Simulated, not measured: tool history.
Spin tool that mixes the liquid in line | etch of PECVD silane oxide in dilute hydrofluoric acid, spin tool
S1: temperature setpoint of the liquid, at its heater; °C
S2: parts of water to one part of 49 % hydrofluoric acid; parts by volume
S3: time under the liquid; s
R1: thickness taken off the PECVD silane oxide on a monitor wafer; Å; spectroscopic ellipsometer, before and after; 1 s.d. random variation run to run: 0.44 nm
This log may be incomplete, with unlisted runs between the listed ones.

run	hour	S1	S2	S3	R1
1	0.0	20.0	70	310	808.67
2	2.3	20.0	50	310	1153.00
3	6.5	20.0	50	310	1149.90
4	14.0	20.0	50	330	1225.40
5	17.4	17.0	50	330	1083.10
6	21.1	17.5	50	330	1101.60
7	26.6	18.0	50	330	1122.10
8	29.6	18.5	50	330	1149.90

Run 9 is up next; what results do you expect?
9	35.5	19.0	50	330	?

R1: 1180.00 Å

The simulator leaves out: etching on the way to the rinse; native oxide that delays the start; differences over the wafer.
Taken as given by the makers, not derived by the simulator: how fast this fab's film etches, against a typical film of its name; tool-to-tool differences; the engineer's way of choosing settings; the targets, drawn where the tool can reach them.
